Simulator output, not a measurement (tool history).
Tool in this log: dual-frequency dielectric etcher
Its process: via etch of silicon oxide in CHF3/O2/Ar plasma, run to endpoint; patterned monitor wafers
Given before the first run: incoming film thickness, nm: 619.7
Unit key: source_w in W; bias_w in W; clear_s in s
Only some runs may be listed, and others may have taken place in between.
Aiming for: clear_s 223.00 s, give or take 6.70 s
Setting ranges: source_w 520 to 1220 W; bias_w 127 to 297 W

run 1 hour=0.0 | source_w=870 bias_w=212 | clear_s=254.93
run 2 hour=3.4 | source_w=740 bias_w=212 | clear_s=267.83
run 3 hour=4.7 | source_w=740 bias_w=241 | clear_s=250.20
run 4 hour=11.1 | source_w=610 bias_w=241 | clear_s=264.47
run 5 hour=13.8 | source_w=700 bias_w=250 | clear_s=249.56
run 6 hour=15.2 | source_w=700 bias_w=233 | clear_s=256.00
run 7 hour=19.9 | source_w=770 bias_w=243 | clear_s=242.46
run 8 hour=24.5 | source_w=810 bias_w=246 | clear_s=240.62

Which of these 5 next moves meets every target?
run A hour=29.1 | source_w=1020 bias_w=281 | clear_s=?
run B hour=29.1 | source_w=1000 bias_w=291 | clear_s=?
run C hour=29.1 | source_w=760 bias_w=260 | clear_s=?
run D hour=29.1 | source_w=890 bias_w=271 | clear_s=?
run E hour=29.1 | source_w=990 bias_w=226 | clear_s=?

move=A clear_s=210.64
move=B clear_s=208.49
move=C clear_s=238.58
move=D clear_s=223.30
move=E clear_s=235.60
A: takes the biggest miss from the last run beyond its target
B: takes the biggest miss from the last run beyond its target
C: closes in on the targets versus the last run, not all within tolerance yet
D: each result inside its tolerance
E: closes in on the targets versus the last run, not all within tolerance yet
The right move is D.
